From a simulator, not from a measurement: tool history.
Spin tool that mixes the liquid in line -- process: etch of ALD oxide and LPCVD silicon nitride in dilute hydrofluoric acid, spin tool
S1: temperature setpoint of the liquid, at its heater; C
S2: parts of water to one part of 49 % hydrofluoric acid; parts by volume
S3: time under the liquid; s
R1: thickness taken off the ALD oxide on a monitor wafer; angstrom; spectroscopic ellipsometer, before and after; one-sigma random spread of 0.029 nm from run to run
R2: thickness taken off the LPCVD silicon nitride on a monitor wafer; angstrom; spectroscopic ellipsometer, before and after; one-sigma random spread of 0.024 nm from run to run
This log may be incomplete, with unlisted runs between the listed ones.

run,hour,S1,S2,S3,R1,R2
1,0.0,23.0,205,90,72.241,1.5701
2,4.4,25.0,205,90,77.822,2.1172
3,11.5,24.0,210,90,73.048,2.0272
4,16.0,23.0,215,90,67.873,1.6592
5,22.2,22.0,215,90,65.327,1.4173
6,25.6,22.0,170,90,86.768,2.2828
7,27.9,21.0,180,90,77.965,1.6406
8,36.1,20.5,190,90,71.681,1.1986
9,38.8,20.5,200,90,67.453,1.5040
10,40.1,20.0,205,90,63.719,1.9395
11,44.8,19.5,205,90,63.177,1.5202
12,50.3,19.0,205,90,61.271,1.3104

Estimate the outcome of run 13 from the log above:
13,57.5,18.5,205,90,?,?

Run 13 gave R1 60.861 angstrom, R2 1.1361 angstrom.
